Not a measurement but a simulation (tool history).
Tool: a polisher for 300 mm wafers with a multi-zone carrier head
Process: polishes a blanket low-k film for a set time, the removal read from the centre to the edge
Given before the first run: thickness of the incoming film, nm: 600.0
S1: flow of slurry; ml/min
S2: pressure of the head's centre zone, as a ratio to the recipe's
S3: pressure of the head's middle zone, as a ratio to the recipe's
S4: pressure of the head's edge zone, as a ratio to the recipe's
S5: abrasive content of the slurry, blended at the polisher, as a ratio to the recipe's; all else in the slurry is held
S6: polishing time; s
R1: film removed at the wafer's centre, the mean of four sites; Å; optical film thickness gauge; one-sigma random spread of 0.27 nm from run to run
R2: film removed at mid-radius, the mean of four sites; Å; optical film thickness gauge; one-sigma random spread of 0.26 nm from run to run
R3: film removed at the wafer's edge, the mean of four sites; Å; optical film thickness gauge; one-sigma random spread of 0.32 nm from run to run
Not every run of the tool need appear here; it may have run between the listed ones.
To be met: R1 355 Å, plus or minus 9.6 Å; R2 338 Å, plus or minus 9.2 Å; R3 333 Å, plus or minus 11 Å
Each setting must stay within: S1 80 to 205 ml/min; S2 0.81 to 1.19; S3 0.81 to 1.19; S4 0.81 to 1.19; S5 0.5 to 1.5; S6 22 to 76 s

| run | day | S1 | S2 | S3 | S4 | S5 | S6 | R1 | R2 | R3 |
|---|---|---|---|---|---|---|---|---|---|---|
| 1 | 0 | 135 | 1 | 1 | 1 | 1 | 49 | 274.96 | 272.85 | 273.27 |
| 2 | 0.35 | 135 | 1 | 1 | 1 | 1 | 38 | 214.65 | 213.09 | 213.21 |
| 3 | 0.508 | 135 | 1 | 0.95 | 1 | 1 | 38 | 215.26 | 204.94 | 209.56 |
| 4 | 0.592 | 140 | 1.02 | 0.97 | 1.02 | 1.05 | 38 | 224.32 | 210.59 | 217.49 |
| 5 | 0.646 | 145 | 1.03 | 0.99 | 1.03 | 1.1 | 39 | 232.41 | 226.92 | 228.98 |
|  | 0.925 | worn pad replaced by a new one |
| 6 | 0.925 | 145 | 0.95 | 0.99 | 1.03 | 1.1 | 39 | 245.65 | 250.42 | 247.92 |
| 7 | 1.196 | 180 | 0.94 | 0.91 | 0.94 | 1.35 | 44 | 306.95 | 294.01 | 300.15 |
| 8 | 1.529 | 180 | 0.94 | 0.91 | 0.94 | 1.35 | 44 | 303.03 | 290.55 | 302.58 |
| 9 | 1.846 | 180 | 0.95 | 0.92 | 0.95 | 1.35 | 44 | 307.43 | 292.59 | 298.9 |
| 10 | 2.071 | 180 | 0.96 | 0.93 | 0.96 | 1.35 | 44 | 312.86 | 294.65 | 299.4 |
| 11 | 2.35 | 180 | 0.96 | 0.94 | 0.97 | 1.35 | 44 | 305.79 | 297.48 | 306.49 |

4 candidate next runs follow, results not yet known. Just one meets every target within its allowed miss. Identify it.
| A | 2.629 | 205 | 0.93 | 0.9 | 0.93 | 1.4 | 48 | ? | ? | ? |
| B | 2.629 | 190 | 0.98 | 0.93 | 0.89 | 1.3 | 50 | ? | ? | ? |
| C | 2.629 | 195 | 0.94 | 0.9 | 1.02 | 1.5 | 49 | ? | ? | ? |
| D | 2.629 | 175 | 0.98 | 0.87 | 1.03 | 1.35 | 50 | ? | ? | ? |

| move | R1 | R2 | R3 |
|---|---|---|---|
| A | 333.82 | 324.81 | 333.88 |
| B | 350.06 | 335.96 | 331.31 |
| C | 349.28 | 337.17 | 359.86 |
| D | 350.47 | 318.73 | 352.68 |
A: gains on the last run, yet a result remains outside its allowed miss
B: all results in spec
C: corrects the largest miss of the last run, while another result sits out of spec
D: corrects the largest miss of the last run, while another result sits out of spec
Go with B: it meets all targets.

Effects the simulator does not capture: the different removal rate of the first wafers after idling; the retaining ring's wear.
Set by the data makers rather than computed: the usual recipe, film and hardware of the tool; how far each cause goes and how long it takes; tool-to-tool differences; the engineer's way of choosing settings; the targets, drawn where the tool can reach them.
